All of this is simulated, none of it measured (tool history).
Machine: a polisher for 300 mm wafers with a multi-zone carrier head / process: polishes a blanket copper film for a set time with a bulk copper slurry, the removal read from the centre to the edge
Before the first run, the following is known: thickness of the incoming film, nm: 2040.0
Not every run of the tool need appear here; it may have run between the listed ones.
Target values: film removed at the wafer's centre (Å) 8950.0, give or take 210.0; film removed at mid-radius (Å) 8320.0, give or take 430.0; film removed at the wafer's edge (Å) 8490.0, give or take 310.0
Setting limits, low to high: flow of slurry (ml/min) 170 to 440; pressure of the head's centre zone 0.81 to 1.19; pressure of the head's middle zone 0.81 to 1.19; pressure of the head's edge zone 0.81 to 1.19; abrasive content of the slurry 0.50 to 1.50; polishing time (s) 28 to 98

run,hour,flow of slurry (ml/min),pressure of the head's centre zone,pressure of the head's middle zone,pressure of the head's edge zone,abrasive content of the slurry,polishing time (s),film removed at the wafer's centre (Å),film removed at mid-radius (Å),film removed at the wafer's edge (Å)
1,0.0,280,1.00,1.00,1.00,1.00,63,6888.4,6737.9,7001.0
2,2.6,290,1.03,1.03,1.04,1.10,63,7220.3,7135.4,7311.5
3,9.3,290,1.03,1.03,1.07,1.10,63,7105.2,7074.2,7489.1
4,10.2,300,1.07,1.05,1.09,1.20,63,7658.5,7372.1,7563.4
5,17.6,300,1.07,1.05,1.15,1.20,63,7683.3,7479.8,7974.0
6,26.3,310,1.09,1.06,1.16,1.25,63,7829.6,7506.4,7998.3
7,32.9,310,1.11,1.07,1.16,1.30,64,8332.9,7707.2,8086.8
8,41.8,315,1.11,1.08,1.17,1.35,64,8293.5,8058.1,8443.8
9,47.5,320,1.13,1.09,1.17,1.35,64,8544.2,7892.5,8428.4
10,51.8,325,1.14,1.11,1.16,1.35,64,8685.8,8168.3,8214.3
11,59.2,325,1.14,1.11,1.16,1.35,64,8681.2,8305.7,8188.9
12,66.3,330,1.14,1.11,1.17,1.35,64,8690.8,8286.2,8281.5
13,68.4,335,1.14,1.11,1.18,1.35,64,8682.8,8197.9,8364.5
14,74.1,335,1.14,1.11,1.18,1.35,64,8606.2,8493.1,8527.3
15,82.5,335,1.15,1.11,1.18,1.35,64,8630.4,8284.0,8466.9

Exercise: of the 4 proposed moves below, exactly one satisfies all targets within the stated allowed misses. Which move is it?
A,90.9,310,1.19,1.09,1.12,1.40,67,?,?,?
B,90.9,325,1.15,1.08,1.19,1.25,67,?,?,?
C,90.9,300,1.19,1.10,1.17,1.40,66,?,?,?
D,90.9,410,1.19,0.98,1.18,1.40,64,?,?,?

move,film removed at the wafer's centre (Å),film removed at mid-radius (Å),film removed at the wafer's edge (Å)
A,9402.9,8305.1,8454.7
B,8893.6,8057.2,8499.7
C,9228.7,8216.9,8479.4
D,9217.4,7425.7,8446.3
A: takes the result that was furthest off past its target
B: every result lands within tolerance
C: takes the result that was furthest off past its target
D: takes the result that was furthest off past its target
Correct choice: B, which meets every target
